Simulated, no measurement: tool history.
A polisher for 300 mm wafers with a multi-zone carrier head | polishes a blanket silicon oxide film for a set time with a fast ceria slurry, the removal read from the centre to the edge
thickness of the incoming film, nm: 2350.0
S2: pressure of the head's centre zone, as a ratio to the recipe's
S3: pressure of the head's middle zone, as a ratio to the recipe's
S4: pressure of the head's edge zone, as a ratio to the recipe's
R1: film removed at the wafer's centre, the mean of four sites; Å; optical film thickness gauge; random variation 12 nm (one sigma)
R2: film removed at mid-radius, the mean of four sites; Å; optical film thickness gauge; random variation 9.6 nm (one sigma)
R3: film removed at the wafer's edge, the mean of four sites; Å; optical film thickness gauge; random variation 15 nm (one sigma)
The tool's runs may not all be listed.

{"run": 1, "hour": 0.0, "flow of slurry (ml/min)": 165, "S2": 1, "S3": 1, "S4": 1, "polishing time (s)": 33, "R1": 7741.3, "R2": 7495, "R3": 7812.1}
{"run": 2, "hour": 4.1, "flow of slurry (ml/min)": 175, "S2": 1.03, "S3": 1.01, "S4": 1.03, "polishing time (s)": 34, "R1": 8222.8, "R2": 7917.9, "R3": 8263}
{"run": 3, "hour": 7.4, "flow of slurry (ml/min)": 185, "S2": 1.06, "S3": 1, "S4": 1.04, "polishing time (s)": 35, "R1": 8608.2, "R2": 8264.3, "R3": 8524.8}
{"run": 4, "hour": 13.6, "flow of slurry (ml/min)": 225, "S2": 1.06, "S3": 1, "S4": 1.04, "polishing time (s)": 35, "R1": 9136.2, "R2": 8464, "R3": 8800.3}
{"hour": 21.4, "done": "edge zone pressure recalibrated"}
{"run": 5, "hour": 21.4, "flow of slurry (ml/min)": 205, "S2": 1.06, "S3": 1, "S4": 1.04, "polishing time (s)": 35, "R1": 8993.7, "R2": 8396.8, "R3": 8682.1}
{"run": 6, "hour": 24.4, "flow of slurry (ml/min)": 170, "S2": 1.06, "S3": 1, "S4": 1.04, "polishing time (s)": 35, "R1": 8529, "R2": 8027, "R3": 8106.5}
{"run": 7, "hour": 30.1, "flow of slurry (ml/min)": 185, "S2": 1.07, "S3": 0.98, "S4": 1.04, "polishing time (s)": 36, "R1": 9011.8, "R2": 8251.5, "R3": 8730.2}

The next listed run, before its measurement:
{"run": 8, "hour": 36.3, "flow of slurry (ml/min)": 195, "S2": 1.09, "S3": 0.97, "S4": 1.04, "polishing time (s)": 37, "R1": "?", "R2": "?", "R3": "?"}

R1: 9563.3 Å
R2: 8666.2 Å
R3: 9041.9 Å

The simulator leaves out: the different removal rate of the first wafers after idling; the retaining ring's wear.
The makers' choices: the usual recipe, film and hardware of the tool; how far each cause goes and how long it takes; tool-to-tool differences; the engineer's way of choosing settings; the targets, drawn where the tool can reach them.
